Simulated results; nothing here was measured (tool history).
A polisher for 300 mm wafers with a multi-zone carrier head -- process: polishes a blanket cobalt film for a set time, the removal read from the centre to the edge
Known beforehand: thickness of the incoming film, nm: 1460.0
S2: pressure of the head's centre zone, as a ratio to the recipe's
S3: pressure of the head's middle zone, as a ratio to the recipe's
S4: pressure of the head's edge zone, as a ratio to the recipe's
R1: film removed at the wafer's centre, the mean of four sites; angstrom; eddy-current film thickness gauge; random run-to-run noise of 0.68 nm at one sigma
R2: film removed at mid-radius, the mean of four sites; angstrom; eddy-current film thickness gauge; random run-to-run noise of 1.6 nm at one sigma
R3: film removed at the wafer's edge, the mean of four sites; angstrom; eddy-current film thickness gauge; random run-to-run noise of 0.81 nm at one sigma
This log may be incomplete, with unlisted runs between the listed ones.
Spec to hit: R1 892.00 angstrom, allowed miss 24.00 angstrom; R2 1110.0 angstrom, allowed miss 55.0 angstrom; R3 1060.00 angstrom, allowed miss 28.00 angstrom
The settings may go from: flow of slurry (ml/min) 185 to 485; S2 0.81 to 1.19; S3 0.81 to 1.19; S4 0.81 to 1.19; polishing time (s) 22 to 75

Run 1, day 0.000: flow of slurry (ml/min) 310, S2 1.00, S3 1.00, S4 1.00, polishing time (s) 48. Result: R1 1305.50 angstrom, R2 1406.7 angstrom, R3 1460.10 angstrom.
Run 2, day 0.138: flow of slurry (ml/min) 310, S2 0.99, S3 1.00, S4 0.99, polishing time (s) 47. Result: R1 1267.70 angstrom, R2 1426.9 angstrom, R3 1434.80 angstrom.
Run 3, day 0.504: flow of slurry (ml/min) 310, S2 0.98, S3 0.99, S4 0.98, polishing time (s) 46. Result: R1 1234.00 angstrom, R2 1343.9 angstrom, R3 1410.60 angstrom.
Run 4, day 0.646: flow of slurry (ml/min) 310, S2 0.97, S3 1.00, S4 0.97, polishing time (s) 45. Result: R1 1175.20 angstrom, R2 1356.5 angstrom, R3 1371.00 angstrom.
Run 5, day 0.800: flow of slurry (ml/min) 310, S2 0.97, S3 1.00, S4 0.96, polishing time (s) 44. Result: R1 1170.90 angstrom, R2 1335.8 angstrom, R3 1319.20 angstrom.
Run 6, day 1.133: flow of slurry (ml/min) 305, S2 0.96, S3 0.99, S4 0.95, polishing time (s) 43. Result: R1 1119.40 angstrom, R2 1279.7 angstrom, R3 1297.80 angstrom.
Run 7, day 1.471: flow of slurry (ml/min) 305, S2 0.95, S3 0.99, S4 0.94, polishing time (s) 42. Result: R1 1084.10 angstrom, R2 1237.3 angstrom, R3 1269.30 angstrom.
Run 8, day 1.604: flow of slurry (ml/min) 290, S2 0.88, S3 1.05, S4 0.84, polishing time (s) 35. Result: R1 833.28 angstrom, R2 1057.2 angstrom, R3 993.65 angstrom.
Run 9, day 1.712: flow of slurry (ml/min) 295, S2 0.88, S3 1.05, S4 0.85, polishing time (s) 35. Result: R1 821.64 angstrom, R2 1054.6 angstrom, R3 1007.80 angstrom.
Run 10, day 1.825: flow of slurry (ml/min) 340, S2 0.95, S3 1.08, S4 0.90, polishing time (s) 36. Result: R1 944.09 angstrom, R2 1103.7 angstrom, R3 1069.80 angstrom.
Run 11, day 2.188: flow of slurry (ml/min) 335, S2 0.95, S3 1.08, S4 0.90, polishing time (s) 36. Result: R1 945.78 angstrom, R2 1113.4 angstrom, R3 1067.80 angstrom.

Which of these 5 next moves meets every target?
Run A, day 2.550: flow of slurry (ml/min) 345, S2 1.05, S3 1.02, S4 0.93, polishing time (s) 37. Result: R1 ?, R2 ?, R3 ?.
Run B, day 2.550: flow of slurry (ml/min) 350, S2 0.96, S3 0.98, S4 0.94, polishing time (s) 36. Result: R1 ?, R2 ?, R3 ?.
Run C, day 2.550: flow of slurry (ml/min) 320, S2 1.02, S3 1.03, S4 0.85, polishing time (s) 37. Result: R1 ?, R2 ?, R3 ?.
Run D, day 2.550: flow of slurry (ml/min) 330, S2 1.09, S3 1.11, S4 0.97, polishing time (s) 35. Result: R1 ?, R2 ?, R3 ?.
Run E, day 2.550: flow of slurry (ml/min) 250, S2 0.94, S3 1.10, S4 0.97, polishing time (s) 36. Result: R1 ?, R2 ?, R3 ?.

move       R1      R2       R3
   A  1075.10  1141.4  1109.50
   B   956.01  1085.1  1085.20
   C  1036.40  1141.2  1068.70
   D  1052.40  1134.8  1062.10
   E   902.50  1129.1  1069.50
A: its largest miss is bigger than the last run's
B: its largest miss is bigger than the last run's
C: its largest miss is bigger than the last run's
D: its largest miss is bigger than the last run's
E: each result inside its tolerance
The right move is E.
